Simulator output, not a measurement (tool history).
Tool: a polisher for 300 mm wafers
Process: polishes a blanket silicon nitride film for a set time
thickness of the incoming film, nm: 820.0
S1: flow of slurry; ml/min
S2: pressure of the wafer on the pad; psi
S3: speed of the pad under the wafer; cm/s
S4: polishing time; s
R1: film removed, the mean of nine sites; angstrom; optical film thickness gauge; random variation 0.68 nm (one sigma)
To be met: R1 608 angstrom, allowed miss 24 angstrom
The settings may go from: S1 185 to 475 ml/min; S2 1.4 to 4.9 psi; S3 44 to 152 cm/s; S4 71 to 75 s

| run | hour | S1 | S2 | S3 | S4 | R1 |
|---|---|---|---|---|---|---|
| 1 | 0 | 305 | 3.1 | 98 | 71 | 954.8 |
| 2 | 8.3 | 305 | 2.8 | 98 | 71 | 869.23 |
| 3 | 11.9 | 265 | 2.8 | 98 | 71 | 864.48 |
| 4 | 20.4 | 265 | 3.1 | 98 | 71 | 939.53 |
| 5 | 23.7 | 265 | 3.1 | 122 | 71 | 1138.4 |
| 6 | 31.5 | 265 | 3.1 | 110 | 71 | 1048.6 |
| 7 | 35.5 | 265 | 2.7 | 110 | 71 | 895.58 |
| 8 | 41.2 | 265 | 2.5 | 110 | 71 | 866.62 |
| 9 | 42.1 | 265 | 2.3 | 108 | 71 | 769.43 |
| 10 | 45.3 | 265 | 2.3 | 108 | 71 | 764.65 |
| 11 | 53.5 | 265 | 2.2 | 108 | 71 | 740.17 |

4 next moves are on the table. One of them brings every result within its allowed miss. Which?
| A | 61.7 | 220 | 2.2 | 100 | 71 | ? |
| B | 61.7 | 185 | 2.5 | 104 | 71 | ? |
| C | 61.7 | 285 | 1.7 | 114 | 71 | ? |
| D | 61.7 | 190 | 2 | 86 | 71 | ? |

| move | R1 |
|---|---|
| A | 704.3 |
| B | 812.5 |
| C | 621.77 |
| D | 564.47 |
A: nearer than the last run, and not there yet
B: further off than the last run
C: meets every target
D: takes the result that was furthest off past its target
Answer: C
